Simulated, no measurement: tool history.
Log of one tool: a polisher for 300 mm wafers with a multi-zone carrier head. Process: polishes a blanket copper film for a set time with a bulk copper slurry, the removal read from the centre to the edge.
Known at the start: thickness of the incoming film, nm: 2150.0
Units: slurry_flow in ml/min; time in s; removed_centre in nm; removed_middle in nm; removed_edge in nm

run,hour,slurry_flow,centre_zone,middle_zone,edge_zone,slurry_solids,time,removed_centre,removed_middle,removed_edge
1,0.0,285,1.00,1.00,1.00,1.00,62,529.01,552.64,541.29
2,4.7,285,1.00,1.08,1.00,1.00,62,542.35,577.39,544.10
3,10.5,290,1.01,1.09,1.01,1.05,62,539.01,584.18,538.97
4,19.1,290,1.01,1.08,1.01,1.05,64,577.27,608.57,555.00
5,20.6,290,1.01,1.08,1.01,0.90,64,547.46,591.39,544.27
# hour 24.6: slurry nozzle cleaned
6,24.6,290,1.01,1.08,1.02,0.95,65,576.81,624.97,590.69
7,32.0,295,1.02,1.09,1.03,0.95,65,584.21,631.82,572.17
8,39.9,280,1.03,1.04,1.03,1.20,71,694.19,692.29,651.76

The next listed run, before its measurement:
9,46.7,280,1.03,1.04,1.04,1.20,71,?,?,?

removed_centre: 678.26 nm
removed_middle: 693.16 nm
removed_edge: 675.71 nm
